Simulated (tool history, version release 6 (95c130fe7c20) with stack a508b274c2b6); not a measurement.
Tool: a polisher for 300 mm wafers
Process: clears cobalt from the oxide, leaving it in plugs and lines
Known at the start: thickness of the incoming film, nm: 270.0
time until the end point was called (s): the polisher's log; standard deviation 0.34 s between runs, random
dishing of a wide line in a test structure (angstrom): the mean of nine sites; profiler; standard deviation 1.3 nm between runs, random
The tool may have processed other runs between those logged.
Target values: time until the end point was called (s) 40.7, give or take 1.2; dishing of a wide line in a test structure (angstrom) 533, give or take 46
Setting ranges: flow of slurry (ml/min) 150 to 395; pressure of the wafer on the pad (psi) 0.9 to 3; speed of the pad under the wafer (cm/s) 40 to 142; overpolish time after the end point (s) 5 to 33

| run | hour | flow of slurry (ml/min) | pressure of the wafer on the pad (psi) | speed of the pad under the wafer (cm/s) | overpolish time after the end point (s) | time until the end point was called (s) | dishing of a wide line in a test structure (angstrom) |
|---|---|---|---|---|---|---|---|
| 1 | 0 | 250 | 1.9 | 90 | 17 | 58.061 | 447.21 |
| 2 | 1.6 | 250 | 1.9 | 90 | 23 | 57.372 | 524.52 |
| 3 | 7 | 220 | 1.9 | 90 | 23 | 58.109 | 516.71 |
| 4 | 8 | 220 | 1.9 | 106 | 23 | 50.709 | 560.07 |
| 5 | 9.2 | 220 | 1.5 | 106 | 23 | 64.281 | 496.53 |
| 6 | 10.1 | 275 | 1.5 | 106 | 23 | 62.47 | 509.81 |
| 7 | 12.7 | 280 | 1.7 | 106 | 21 | 55.283 | 498.95 |
| 8 | 13.8 | 285 | 1.8 | 106 | 20 | 51.442 | 532.13 |
| 9 | 22.1 | 295 | 1.9 | 106 | 19 | 48.826 | 500.81 |

Pick the move, out of 5, that brings all results within their allowed miss; only one does.
| A | 30.4 | 285 | 2.2 | 128 | 10 | ? | ? |
| B | 30.4 | 285 | 1.6 | 100 | 19 | ? | ? |
| C | 30.4 | 295 | 2.5 | 98 | 18 | ? | ? |
| D | 30.4 | 225 | 2.3 | 74 | 17 | ? | ? |
| E | 30.4 | 300 | 2.4 | 98 | 12 | ? | ? |

| move | time until the end point was called (s) | dishing of a wide line in a test structure (angstrom) |
|---|---|---|
| A | 35.796 | 436.76 |
| B | 60.584 | 463.77 |
| C | 39.856 | 531.85 |
| D | 56.184 | 455.61 |
| E | 41.422 | 445.14 |
A: takes the result that was furthest off past its target
B: misses by more than the last run did
C: all results land within tolerance of their targets
D: misses by more than the last run did
E: the furthest-off result lands on target, but another misses its tolerance
C meets every target.

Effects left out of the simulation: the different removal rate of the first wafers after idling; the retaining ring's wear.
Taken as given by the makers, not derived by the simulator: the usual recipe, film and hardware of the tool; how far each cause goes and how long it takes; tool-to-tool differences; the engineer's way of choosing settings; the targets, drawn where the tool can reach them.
